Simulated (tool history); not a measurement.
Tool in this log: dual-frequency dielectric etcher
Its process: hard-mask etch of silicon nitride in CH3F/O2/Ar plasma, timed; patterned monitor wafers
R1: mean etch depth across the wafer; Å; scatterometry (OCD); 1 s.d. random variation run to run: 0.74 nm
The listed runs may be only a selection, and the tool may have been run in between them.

Run 1, hour 0.0: source power (kW) 0.300, bias power (kW) 0.052, etch time (s) 209.0. Result: R1 1131.0 Å.
Run 2, hour 8.7: source power (kW) 0.320, bias power (kW) 0.053, etch time (s) 209.5. Result: R1 1160.5 Å.
Run 3, hour 9.9: source power (kW) 0.340, bias power (kW) 0.054, etch time (s) 210.0. Result: R1 1224.2 Å.
Run 4, hour 13.9: source power (kW) 0.290, bias power (kW) 0.054, etch time (s) 210.0. Result: R1 1117.7 Å.
Run 5, hour 22.1: source power (kW) 0.270, bias power (kW) 0.054, etch time (s) 210.0. Result: R1 1075.3 Å.
Run 6, hour 24.2: source power (kW) 0.270, bias power (kW) 0.054, etch time (s) 209.0. Result: R1 1085.2 Å.

What will run 7 give?
Run 7, hour 32.1: source power (kW) 0.300, bias power (kW) 0.055, etch time (s) 209.5. Result: R1 ?.

For run 7 the tool returned R1 1151.2 Å.
